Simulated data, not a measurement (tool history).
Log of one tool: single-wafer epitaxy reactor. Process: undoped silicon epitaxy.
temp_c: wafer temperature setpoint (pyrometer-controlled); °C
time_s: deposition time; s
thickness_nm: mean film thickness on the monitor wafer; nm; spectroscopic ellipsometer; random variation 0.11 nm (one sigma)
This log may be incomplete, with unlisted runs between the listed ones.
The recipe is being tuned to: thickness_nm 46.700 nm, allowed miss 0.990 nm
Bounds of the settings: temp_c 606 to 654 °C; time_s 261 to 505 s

{"run": 1, "hour": 0.0, "temp_c": 630, "time_s": 383, "thickness_nm": 38.483}
{"run": 2, "hour": 6.1, "temp_c": 620, "time_s": 383, "thickness_nm": 29.505}
{"run": 3, "hour": 9.7, "temp_c": 626, "time_s": 384, "thickness_nm": 34.774}
{"run": 4, "hour": 15.6, "temp_c": 630, "time_s": 385, "thickness_nm": 38.599}
{"run": 5, "hour": 22.2, "temp_c": 622, "time_s": 385, "thickness_nm": 31.373}
{"run": 6, "hour": 30.9, "temp_c": 626, "time_s": 385, "thickness_nm": 34.606}
{"run": 7, "hour": 35.5, "temp_c": 630, "time_s": 386, "thickness_nm": 38.782}
{"run": 8, "hour": 41.3, "temp_c": 632, "time_s": 386, "thickness_nm": 40.826}
{"run": 9, "hour": 46.0, "temp_c": 634, "time_s": 386, "thickness_nm": 42.867}
{"run": 10, "hour": 49.2, "temp_c": 635, "time_s": 386, "thickness_nm": 44.105}
{"run": 11, "hour": 50.1, "temp_c": 636, "time_s": 386, "thickness_nm": 45.213}

5 candidate next runs follow, results not yet known. Just one meets every target within its allowed miss. Identify it.
{"run": "A", "hour": 51.0, "temp_c": 638, "time_s": 402, "thickness_nm": "?"}
{"run": "B", "hour": 51.0, "temp_c": 637, "time_s": 404, "thickness_nm": "?"}
{"run": "C", "hour": 51.0, "temp_c": 647, "time_s": 300, "thickness_nm": "?"}
{"run": "D", "hour": 51.0, "temp_c": 643, "time_s": 349, "thickness_nm": "?"}
{"run": "E", "hour": 51.0, "temp_c": 645, "time_s": 293, "thickness_nm": "?"}

move=A thickness_nm=49.537
move=B thickness_nm=48.532
move=C thickness_nm=46.359
move=D thickness_nm=48.800
move=E thickness_nm=43.075
A: takes the result that was furthest off past its target
B: takes the result that was furthest off past its target
C: all results in spec
D: takes the result that was furthest off past its target
E: misses by more than the last run did
Move C is the one to make.
